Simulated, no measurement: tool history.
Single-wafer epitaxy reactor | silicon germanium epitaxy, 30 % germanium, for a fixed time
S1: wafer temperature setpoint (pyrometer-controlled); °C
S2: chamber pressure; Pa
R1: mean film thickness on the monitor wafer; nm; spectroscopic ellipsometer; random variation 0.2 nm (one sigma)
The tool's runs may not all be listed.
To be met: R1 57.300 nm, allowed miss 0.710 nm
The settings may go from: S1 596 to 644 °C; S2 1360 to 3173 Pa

run 1 hour=0.0 | S1=620 S2=2266 | R1=77.021
run 2 hour=4.0 | S1=630 S2=2266 | R1=89.648
run 3 hour=11.8 | S1=630 S2=1907 | R1=85.339
run 4 hour=14.0 | S1=635 S2=1907 | R1=91.180
run 5 hour=21.6 | S1=635 S2=1627 | R1=86.926
run 6 hour=29.6 | S1=635 S2=1400 | R1=83.683
run 7 hour=38.0 | S1=632 S2=1400 | R1=80.163
run 8 hour=38.9 | S1=630 S2=1400 | R1=77.667
run 9 hour=41.3 | S1=628 S2=1400 | R1=75.563
run 10 hour=43.0 | S1=626 S2=1400 | R1=72.587
run 11 hour=51.3 | S1=624 S2=1400 | R1=71.221
run 12 hour=57.6 | S1=622 S2=1400 | R1=68.804
run 13 hour=66.3 | S1=621 S2=1400 | R1=67.395
run 14 hour=69.4 | S1=620 S2=1400 | R1=66.864

5 next moves are on the table. One of them brings every result within its allowed miss. Which?
run A hour=72.5 | S1=611 S2=1360 | R1=?
run B hour=72.5 | S1=605 S2=1627 | R1=?
run C hour=72.5 | S1=609 S2=1360 | R1=?
run D hour=72.5 | S1=621 S2=2266 | R1=?
run E hour=72.5 | S1=621 S2=1600 | R1=?

move=A R1=57.164
move=B R1=54.758
move=C R1=55.401
move=D R1=77.775
move=E R1=69.917
A: meets every target
B: takes the result that was furthest off past its target
C: takes the result that was furthest off past its target
D: further off than the last run
E: further off than the last run
Answer: A

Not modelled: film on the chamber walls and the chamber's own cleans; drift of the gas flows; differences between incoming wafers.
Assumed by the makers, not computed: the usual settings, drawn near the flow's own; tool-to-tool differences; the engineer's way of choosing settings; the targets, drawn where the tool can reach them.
